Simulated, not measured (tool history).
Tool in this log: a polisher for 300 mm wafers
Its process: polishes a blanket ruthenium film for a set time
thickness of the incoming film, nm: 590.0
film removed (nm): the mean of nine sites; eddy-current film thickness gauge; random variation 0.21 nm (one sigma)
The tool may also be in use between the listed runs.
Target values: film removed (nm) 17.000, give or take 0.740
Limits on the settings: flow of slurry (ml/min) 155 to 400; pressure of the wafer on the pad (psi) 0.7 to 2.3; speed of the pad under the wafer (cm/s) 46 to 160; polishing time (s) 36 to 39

| run | hour | flow of slurry (ml/min) | pressure of the wafer on the pad (psi) | speed of the pad under the wafer (cm/s) | polishing time (s) | film removed (nm) |
|---|---|---|---|---|---|---|
| 1 | 0.0 | 255 | 1.5 | 102 | 39 | 27.910 |
| 2 | 5.0 | 255 | 1.4 | 102 | 39 | 26.596 |
| 3 | 10.4 | 255 | 1.3 | 102 | 39 | 25.101 |
| 4 | 11.8 | 255 | 1.2 | 100 | 39 | 23.406 |
| 5 | 17.3 | 255 | 1.4 | 100 | 39 | 26.354 |
| 6 | 21.0 | 255 | 1.4 | 100 | 36 | 24.062 |
| 7 | 26.2 | 255 | 1.3 | 100 | 36 | 22.961 |
| 8 | 28.9 | 255 | 1.3 | 100 | 36 | 23.105 |
| 9 | 35.2 | 255 | 1.2 | 100 | 36 | 21.538 |
| 10 | 41.1 | 255 | 1.1 | 100 | 36 | 20.143 |

5 next moves are on the table. One of them brings every result within its allowed miss. Which?
| A | 47.0 | 190 | 1.2 | 82 | 36 | ? |
| B | 47.0 | 270 | 1.1 | 92 | 36 | ? |
| C | 47.0 | 260 | 0.9 | 82 | 36 | ? |
| D | 47.0 | 235 | 0.9 | 114 | 39 | ? |
| E | 47.0 | 250 | 1.3 | 94 | 39 | ? |

| move | film removed (nm) |
|---|---|
| A | 17.194 |
| B | 19.087 |
| C | 14.968 |
| D | 22.002 |
| E | 23.394 |
A: all results in spec
B: better than the last run, though not everything is in spec
C: takes the result that was furthest off past its target
D: lands further from the targets than the last run did
E: lands further from the targets than the last run did
A is the move that brings every result within its allowed miss.

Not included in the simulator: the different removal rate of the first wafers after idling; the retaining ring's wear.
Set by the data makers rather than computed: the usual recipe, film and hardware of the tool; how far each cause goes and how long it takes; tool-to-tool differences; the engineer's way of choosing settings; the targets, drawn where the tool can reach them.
